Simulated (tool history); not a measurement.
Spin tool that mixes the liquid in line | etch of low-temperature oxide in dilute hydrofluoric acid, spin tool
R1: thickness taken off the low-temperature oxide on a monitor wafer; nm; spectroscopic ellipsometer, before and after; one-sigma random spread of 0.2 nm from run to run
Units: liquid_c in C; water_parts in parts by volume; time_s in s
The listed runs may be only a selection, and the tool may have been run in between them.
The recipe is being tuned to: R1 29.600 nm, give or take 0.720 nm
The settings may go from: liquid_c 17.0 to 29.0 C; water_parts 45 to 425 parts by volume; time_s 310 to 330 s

Run 1, hour 0.0: liquid_c 21.0 C, water_parts 235 parts by volume, time_s 310 s. Result: R1 33.907 nm.
Run 2, hour 7.0: liquid_c 21.0 C, water_parts 235 parts by volume, time_s 330 s. Result: R1 36.026 nm.
Run 3, hour 11.4: liquid_c 20.0 C, water_parts 240 parts by volume, time_s 330 s. Result: R1 33.828 nm.
Run 4, hour 18.8: liquid_c 21.5 C, water_parts 240 parts by volume, time_s 330 s. Result: R1 35.570 nm.
Run 5, hour 26.9: liquid_c 21.5 C, water_parts 315 parts by volume, time_s 330 s. Result: R1 25.541 nm.
Run 6, hour 27.6: liquid_c 22.5 C, water_parts 315 parts by volume, time_s 330 s. Result: R1 26.601 nm.
Run 7, hour 31.7: liquid_c 23.0 C, water_parts 315 parts by volume, time_s 330 s. Result: R1 27.071 nm.
Run 8, hour 35.4: liquid_c 23.5 C, water_parts 315 parts by volume, time_s 330 s. Result: R1 26.959 nm.
Run 9, hour 41.1: liquid_c 24.5 C, water_parts 315 parts by volume, time_s 330 s. Result: R1 28.252 nm.
Run 10, hour 48.6: liquid_c 25.0 C, water_parts 315 parts by volume, time_s 330 s. Result: R1 28.669 nm.

Consider the 4 candidate settings below. Which is the only one whose results all fall within their allowed miss of target?
Run A, hour 56.1: liquid_c 29.0 C, water_parts 310 parts by volume, time_s 310 s. Result: R1 ?.
Run B, hour 56.1: liquid_c 25.0 C, water_parts 275 parts by volume, time_s 310 s. Result: R1 ?.
Run C, hour 56.1: liquid_c 22.5 C, water_parts 275 parts by volume, time_s 330 s. Result: R1 ?.
Run D, hour 56.1: liquid_c 19.5 C, water_parts 265 parts by volume, time_s 330 s. Result: R1 ?.

move      R1
   A  31.078
   B  31.765
   C  30.953
   D  29.046
A: the result that was furthest off in the last run now lies on the other side of its target
B: the result that was furthest off in the last run now lies on the other side of its target
C: the result that was furthest off in the last run now lies on the other side of its target
D: each result inside its tolerance
D is the move that brings every result within its allowed miss.
